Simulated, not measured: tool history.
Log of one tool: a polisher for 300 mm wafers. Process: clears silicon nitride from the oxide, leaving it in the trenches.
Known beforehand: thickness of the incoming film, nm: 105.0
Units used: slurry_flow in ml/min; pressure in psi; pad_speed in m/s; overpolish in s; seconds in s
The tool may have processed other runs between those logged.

Run 1, hour 0.0: slurry_flow 265 ml/min, pressure 2.7 psi, pad_speed 0.86 m/s, overpolish 42 s. Result: seconds 160.72 s.
Run 2, hour 9.0: slurry_flow 265 ml/min, pressure 3.2 psi, pad_speed 0.86 m/s, overpolish 42 s. Result: seconds 140.68 s.
Run 3, hour 11.7: slurry_flow 295 ml/min, pressure 3.2 psi, pad_speed 0.86 m/s, overpolish 42 s. Result: seconds 138.00 s.
Run 4, hour 14.0: slurry_flow 295 ml/min, pressure 3.8 psi, pad_speed 0.86 m/s, overpolish 42 s. Result: seconds 115.86 s.
Run 5, hour 20.8: slurry_flow 295 ml/min, pressure 3.8 psi, pad_speed 0.86 m/s, overpolish 45 s. Result: seconds 115.51 s.
Run 6, hour 28.3: slurry_flow 295 ml/min, pressure 4.1 psi, pad_speed 0.86 m/s, overpolish 45 s. Result: seconds 108.70 s.
Run 7, hour 31.8: slurry_flow 295 ml/min, pressure 4.1 psi, pad_speed 0.86 m/s, overpolish 45 s. Result: seconds 110.62 s.
Run 8, hour 39.8: slurry_flow 290 ml/min, pressure 3.8 psi, pad_speed 0.82 m/s, overpolish 45 s. Result: seconds 123.41 s.
Run 9, hour 42.4: slurry_flow 290 ml/min, pressure 3.6 psi, pad_speed 0.78 m/s, overpolish 45 s. Result: seconds 130.67 s.
Run 10, hour 51.2: slurry_flow 285 ml/min, pressure 3.4 psi, pad_speed 0.74 m/s, overpolish 45 s. Result: seconds 147.04 s.
Run 11, hour 56.7: slurry_flow 285 ml/min, pressure 3.2 psi, pad_speed 0.70 m/s, overpolish 45 s. Result: seconds 161.15 s.
Run 12, hour 60.8: slurry_flow 285 ml/min, pressure 3.0 psi, pad_speed 0.68 m/s, overpolish 45 s. Result: seconds 175.78 s.

Run 13 comes next. What will it give?
Run 13, hour 67.4: slurry_flow 285 ml/min, pressure 2.8 psi, pad_speed 0.66 m/s, overpolish 45 s. Result: seconds ?.

{"run 13": {"seconds": 202.07}}
